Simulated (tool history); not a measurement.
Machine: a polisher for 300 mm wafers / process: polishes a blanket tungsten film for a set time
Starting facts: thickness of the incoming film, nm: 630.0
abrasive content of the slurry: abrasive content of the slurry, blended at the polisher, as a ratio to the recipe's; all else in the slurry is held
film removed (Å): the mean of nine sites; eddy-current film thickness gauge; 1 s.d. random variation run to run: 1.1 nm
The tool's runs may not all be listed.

run,hour,flow of slurry (ml/min),pressure of the wafer on the pad (psi),speed of the pad under the wafer (cm/s),abrasive content of the slurry,polishing time (s),film removed (Å)
1,0.0,200,2.6,86,1.0,101,2714.1
2,3.1,200,2.6,68,1.0,101,2255.5
3,8.2,200,2.6,50,1.0,101,1775.2
4,12.6,165,2.6,50,1.0,101,1728.1
5,19.2,165,2.6,70,1.0,101,2254.0
6,22.4,165,2.6,62,1.0,101,2048.1
7,26.7,165,2.4,62,1.0,101,1872.7
# hour 28.6: head pressure recalibrated
8,28.6,165,2.3,62,1.0,101,1908.7

What will run 9 give?
9,33.8,165,2.1,62,1.0,101,?

For run 9 the tool returned film removed (Å) 1730.4.

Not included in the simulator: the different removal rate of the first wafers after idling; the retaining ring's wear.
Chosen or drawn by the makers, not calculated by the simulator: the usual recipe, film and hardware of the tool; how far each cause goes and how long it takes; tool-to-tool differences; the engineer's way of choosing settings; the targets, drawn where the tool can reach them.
